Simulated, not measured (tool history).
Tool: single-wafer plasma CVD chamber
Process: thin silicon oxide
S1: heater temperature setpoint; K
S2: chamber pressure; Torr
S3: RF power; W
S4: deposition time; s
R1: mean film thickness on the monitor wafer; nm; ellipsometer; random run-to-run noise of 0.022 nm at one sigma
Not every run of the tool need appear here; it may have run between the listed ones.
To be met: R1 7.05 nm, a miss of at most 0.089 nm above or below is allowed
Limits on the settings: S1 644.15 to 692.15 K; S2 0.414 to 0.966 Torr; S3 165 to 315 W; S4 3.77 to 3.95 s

run  hour      S1     S2   S3    S4      R1
  1     0  668.15   0.69  240  3.95  5.8622
  2   1.5  668.15  0.704  240  3.95  5.9557
  3   7.1  668.15  0.717  240  3.95  6.1004
  4   8.3  668.15  0.728  240  3.95  6.1453
  5  11.7  668.15  0.677  240  3.95  5.7298
  6  20.1  668.15  0.677  240  3.95  5.7525
  7  23.5  668.15  0.694  240  3.95  5.8526
     31.4  -- capacitance manometer re-zeroed and calibrated
  8  31.4  668.15  0.832  240  3.95  6.5383
  9  35.9  668.15  0.843  240  3.95  6.6101
 10  38.9  668.15  0.852  240  3.95  6.6803
 11  39.5  668.15   0.86  240  3.95  6.7326
 12  41.7  668.15  0.896  240  3.95  6.9437

5 next moves are on the table. One of them brings every result within its allowed miss. Which?
  A  43.9  678.15  0.858  260  3.93   ?
  B  43.9  665.15  0.922  240  3.83   ?
  C  43.9  671.15  0.879  245  3.95   ?
  D  43.9  669.15  0.966  225  3.84   ?
  E  43.9  667.15  0.905  240  3.86   ?

move      R1
   A  6.7946
   B  6.8962
   C  6.8647
   D  7.0191
   E  6.8392
A: misses by more than the last run did
B: misses by more than the last run did
C: misses by more than the last run did
D: meets every target
E: misses by more than the last run did
The right move is D.
